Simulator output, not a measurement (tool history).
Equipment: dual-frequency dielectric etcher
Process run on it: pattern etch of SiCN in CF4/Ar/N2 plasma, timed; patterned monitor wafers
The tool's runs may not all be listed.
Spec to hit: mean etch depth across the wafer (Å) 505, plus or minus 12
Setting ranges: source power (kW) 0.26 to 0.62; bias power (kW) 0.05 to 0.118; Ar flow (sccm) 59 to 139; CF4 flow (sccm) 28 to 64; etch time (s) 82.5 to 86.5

| run | hour | source power (kW) | bias power (kW) | Ar flow (sccm) | CF4 flow (sccm) | etch time (s) | mean etch depth across the wafer (Å) |
|---|---|---|---|---|---|---|---|
| 1 | 0 | 0.44 | 0.084 | 99 | 46 | 82.5 | 698.31 |
| 2 | 5.3 | 0.44 | 0.084 | 99 | 51 | 82.5 | 710.76 |
| 3 | 13.5 | 0.44 | 0.084 | 85 | 51 | 82.5 | 717.23 |
| 4 | 17.8 | 0.44 | 0.084 | 85 | 58 | 82.5 | 726.27 |
|  | 26.4 | Ar flow controller replaced |
| 5 | 26.4 | 0.41 | 0.083 | 85 | 58 | 82.5 | 680.89 |
| 6 | 27.8 | 0.41 | 0.074 | 85 | 58 | 82.5 | 652.03 |
| 7 | 36.2 | 0.39 | 0.074 | 85 | 58 | 82.5 | 613.7 |
| 8 | 41 | 0.3 | 0.072 | 85 | 58 | 82.5 | 473.7 |

4 next moves are on the table. One of them brings every result within its allowed miss. Which?
| A | 45.8 | 0.33 | 0.066 | 67 | 51 | 86.5 | ? |
| B | 45.8 | 0.35 | 0.061 | 98 | 48 | 86.5 | ? |
| C | 45.8 | 0.31 | 0.076 | 88 | 60 | 82.5 | ? |
| D | 45.8 | 0.31 | 0.076 | 81 | 64 | 86.5 | ? |

| move | mean etch depth across the wafer (Å) |
|---|---|
| A | 540.05 |
| B | 534 |
| C | 502.64 |
| D | 535.15 |
A: pushes the last run's worst result past its target
B: pushes the last run's worst result past its target
C: hits every target within its allowed miss
D: pushes the last run's worst result past its target
Correct choice: C, which meets every target

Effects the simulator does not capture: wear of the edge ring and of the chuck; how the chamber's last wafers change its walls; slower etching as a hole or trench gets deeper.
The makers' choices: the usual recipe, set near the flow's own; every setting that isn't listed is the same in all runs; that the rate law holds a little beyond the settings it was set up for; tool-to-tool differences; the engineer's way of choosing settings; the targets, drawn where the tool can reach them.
